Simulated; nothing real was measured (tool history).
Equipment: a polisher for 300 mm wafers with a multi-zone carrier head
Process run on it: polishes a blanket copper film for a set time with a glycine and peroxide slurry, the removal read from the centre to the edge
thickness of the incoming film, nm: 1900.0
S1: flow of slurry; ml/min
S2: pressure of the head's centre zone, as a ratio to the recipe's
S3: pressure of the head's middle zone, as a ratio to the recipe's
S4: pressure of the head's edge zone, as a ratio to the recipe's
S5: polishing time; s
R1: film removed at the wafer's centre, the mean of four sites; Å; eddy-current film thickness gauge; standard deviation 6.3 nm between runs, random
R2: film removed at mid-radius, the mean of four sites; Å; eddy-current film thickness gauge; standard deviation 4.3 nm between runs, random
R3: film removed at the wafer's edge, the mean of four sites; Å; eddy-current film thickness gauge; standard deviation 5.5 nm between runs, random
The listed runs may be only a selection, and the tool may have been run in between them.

run,day,S1,S2,S3,S4,S5,R1,R2,R3
1,0.000,125,1.00,1.00,1.00,87,5981.6,5824.4,5929.2
2,0.371,120,1.01,0.97,0.96,81,5520.2,5067.7,5192.2
3,0.546,110,0.99,0.95,0.92,80,5286.2,4896.8,5122.3
4,0.900,110,0.91,0.95,0.92,80,4790.4,4926.6,5259.8
5,1.179,110,0.91,0.91,0.92,80,4733.6,4798.9,5171.0
6,1.225,110,0.94,0.91,0.89,77,4728.5,4569.7,4905.8
7,1.262,105,0.96,0.91,0.87,75,4651.2,4337.5,4579.3

Predict the results of run 8:
8,1.442,100,0.97,0.91,0.86,75,?,?,?

R1: 4558.2 Å
R2: 4323.7 Å
R3: 4633.6 Å
